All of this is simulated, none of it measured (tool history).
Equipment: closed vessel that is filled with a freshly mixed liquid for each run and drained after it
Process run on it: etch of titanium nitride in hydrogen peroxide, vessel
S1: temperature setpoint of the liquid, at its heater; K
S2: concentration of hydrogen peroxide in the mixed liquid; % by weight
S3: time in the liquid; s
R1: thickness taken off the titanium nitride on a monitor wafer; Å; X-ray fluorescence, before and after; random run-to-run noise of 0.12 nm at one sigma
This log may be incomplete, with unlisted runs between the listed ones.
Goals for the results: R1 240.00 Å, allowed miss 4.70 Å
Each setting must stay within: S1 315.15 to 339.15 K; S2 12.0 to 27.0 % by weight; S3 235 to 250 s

{"run": 1, "hour": 0.0, "S1": 331.15, "S2": 18.0, "S3": 235, "R1": 141.37}
{"run": 2, "hour": 7.9, "S1": 331.15, "S2": 18.0, "S3": 235, "R1": 140.87}
{"run": 3, "hour": 15.7, "S1": 331.15, "S2": 20.0, "S3": 235, "R1": 144.57}
{"run": 4, "hour": 16.9, "S1": 334.65, "S2": 20.0, "S3": 235, "R1": 183.58}
{"run": 5, "hour": 20.6, "S1": 335.15, "S2": 20.0, "S3": 235, "R1": 191.09}
{"run": 6, "hour": 27.3, "S1": 335.65, "S2": 20.0, "S3": 235, "R1": 195.24}
{"run": 7, "hour": 33.7, "S1": 336.15, "S2": 20.0, "S3": 235, "R1": 203.04}
{"hour": 41.0, "done": "thermometer replaced"}
{"run": 8, "hour": 41.0, "S1": 339.15, "S2": 20.0, "S3": 235, "R1": 266.0}
{"run": 9, "hour": 48.2, "S1": 339.15, "S2": 20.0, "S3": 235, "R1": 265.42}
{"run": 10, "hour": 51.1, "S1": 338.15, "S2": 20.0, "S3": 235, "R1": 247.37}
{"run": 11, "hour": 58.8, "S1": 338.15, "S2": 20.0, "S3": 235, "R1": 247.23}

4 candidate next runs follow, results not yet known. Just one meets every target within its allowed miss. Identify it.
{"run": "A", "hour": 66.5, "S1": 337.65, "S2": 20.0, "S3": 235, "R1": "?"}
{"run": "B", "hour": 66.5, "S1": 337.65, "S2": 24.5, "S3": 235, "R1": "?"}
{"run": "C", "hour": 66.5, "S1": 336.15, "S2": 18.0, "S3": 250, "R1": "?"}
{"run": "D", "hour": 66.5, "S1": 337.65, "S2": 21.0, "S3": 245, "R1": "?"}

move=A R1=242.11
move=B R1=252.96
move=C R1=227.94
move=D R1=255.07
A: every result lands within tolerance
B: lands further from the targets than the last run did
C: carries the result that was furthest off beyond its target, to the other side
D: lands further from the targets than the last run did
A is the move that brings every result within its allowed miss.
